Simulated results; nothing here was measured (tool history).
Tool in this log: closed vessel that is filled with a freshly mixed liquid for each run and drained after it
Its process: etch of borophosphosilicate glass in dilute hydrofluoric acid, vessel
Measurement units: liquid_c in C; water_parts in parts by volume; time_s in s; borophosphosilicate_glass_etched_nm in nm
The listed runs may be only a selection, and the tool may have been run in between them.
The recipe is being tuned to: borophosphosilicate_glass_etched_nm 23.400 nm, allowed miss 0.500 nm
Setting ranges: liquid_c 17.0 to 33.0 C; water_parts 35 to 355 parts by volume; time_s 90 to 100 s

run	day	liquid_c	water_parts	time_s	borophosphosilicate_glass_etched_nm
1	0.000	25.0	195	90	20.057
2	0.217	26.0	195	90	20.854
3	0.588	26.0	265	90	14.353
4	0.850	27.5	265	90	15.040
5	0.929	27.5	265	90	15.117
6	1.000	29.0	255	90	16.583
7	1.321	30.0	245	90	18.120
8	1.683	30.5	240	90	18.939
9	1.750	31.0	235	90	19.745
10	2.104	31.5	230	90	20.561
11	2.212	32.0	225	90	21.569
12	2.479	32.5	220	90	22.632

Below are 5 possible settings for the next run. Only one of them brings all results inside the allowed miss of their targets. Which is it?
A	2.746	31.5	240	100	?
B	2.746	31.5	215	90	?
C	2.746	32.0	210	90	?
D	2.746	32.5	225	90	?
E	2.746	30.0	205	90	?

move	borophosphosilicate_glass_etched_nm
A	21.722
B	22.502
C	23.575
D	21.953
E	22.704
A: lands further from the targets than the last run did
B: lands further from the targets than the last run did
C: every result lands within tolerance
D: lands further from the targets than the last run did
E: moves toward the targets from the last run without getting all of them in spec
C is the move that brings every result within its allowed miss.
